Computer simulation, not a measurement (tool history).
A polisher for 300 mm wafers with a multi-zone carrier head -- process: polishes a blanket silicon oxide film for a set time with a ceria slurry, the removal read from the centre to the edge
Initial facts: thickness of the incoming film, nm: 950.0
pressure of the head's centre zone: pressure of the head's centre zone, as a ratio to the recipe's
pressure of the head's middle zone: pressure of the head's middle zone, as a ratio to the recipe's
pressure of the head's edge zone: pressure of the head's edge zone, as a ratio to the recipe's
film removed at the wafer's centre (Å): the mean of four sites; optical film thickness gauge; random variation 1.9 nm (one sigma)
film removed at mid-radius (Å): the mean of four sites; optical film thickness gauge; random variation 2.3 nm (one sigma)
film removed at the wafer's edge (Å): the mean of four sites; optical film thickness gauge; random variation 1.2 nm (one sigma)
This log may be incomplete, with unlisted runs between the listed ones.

run  hour  flow of slurry (ml/min)  pressure of the head's centre zone  pressure of the head's middle zone  pressure of the head's edge zone  polishing time (s)  film removed at the wafer's centre (Å)  film removed at mid-radius (Å)  film removed at the wafer's edge (Å)
  1     0                      285                                   1                                   1                                 1                  73                                  2294.2                          2237.8                                2229.4
  2     5                      280                                1.02                                1.02                              0.95                  71                                  2179.5                          2195.5                                2080.7
  3   6.3                      275                                1.06                                1.03                              0.92                  71                                  2294.2                          2175.5                                2061.2
  4  12.1                      275                                1.06                                1.08                              0.92                  71                                  2325.2                          2298.6                                2058.7
  5  16.5                      275                                1.06                                1.08                              0.92                  58                                  1883.5                            1900                                1677.5
  6    24                      320                                1.06                                1.08                              0.92                  58                                  1948.1                            1911                                1692.9
  7  32.9                      330                                1.07                                1.11                              0.93                  59                                  1963.9                          2008.9                                1730.4
  8    40                      335                                 1.1                                1.13                              0.94                  59                                  2047.4                          2026.3                                1760.5
  9  47.2                      340                                1.11                                1.14                              0.93                  60                                  2073.9                            2076                                1763.2

Run 10 comes next. What will it give?
 10    49                      345                                1.13                                1.15                              0.93                  60                                       ?                               ?                                     ?

Run 10 yielded film removed at the wafer's centre (Å) 2138, film removed at mid-radius (Å) 2105.1, film removed at the wafer's edge (Å) 1774.4.
